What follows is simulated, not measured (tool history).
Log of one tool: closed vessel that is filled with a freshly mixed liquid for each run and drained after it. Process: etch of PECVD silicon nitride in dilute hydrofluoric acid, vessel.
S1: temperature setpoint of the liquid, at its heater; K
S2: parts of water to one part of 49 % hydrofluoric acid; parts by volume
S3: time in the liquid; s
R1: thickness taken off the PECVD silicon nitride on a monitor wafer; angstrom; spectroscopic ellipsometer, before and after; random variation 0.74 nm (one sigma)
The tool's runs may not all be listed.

{"run": 1, "hour": 0.0, "S1": 295.15, "S2": 200, "S3": 2565, "R1": 490.61}
{"run": 2, "hour": 1.5, "S1": 295.15, "S2": 165, "S3": 2565, "R1": 588.36}
{"run": 3, "hour": 6.5, "S1": 296.65, "S2": 155, "S3": 2565, "R1": 686.11}
{"run": 4, "hour": 10.5, "S1": 298.15, "S2": 145, "S3": 2565, "R1": 817.44}
{"run": 5, "hour": 13.6, "S1": 298.15, "S2": 145, "S3": 2565, "R1": 808.83}
{"run": 6, "hour": 22.2, "S1": 299.15, "S2": 140, "S3": 2565, "R1": 895.85}
{"run": 7, "hour": 26.2, "S1": 300.15, "S2": 135, "S3": 2565, "R1": 989.62}

Forecast run 8:
{"run": 8, "hour": 30.0, "S1": 300.65, "S2": 135, "S3": 2565, "R1": "?"}

R1: 1021.6 angstrom
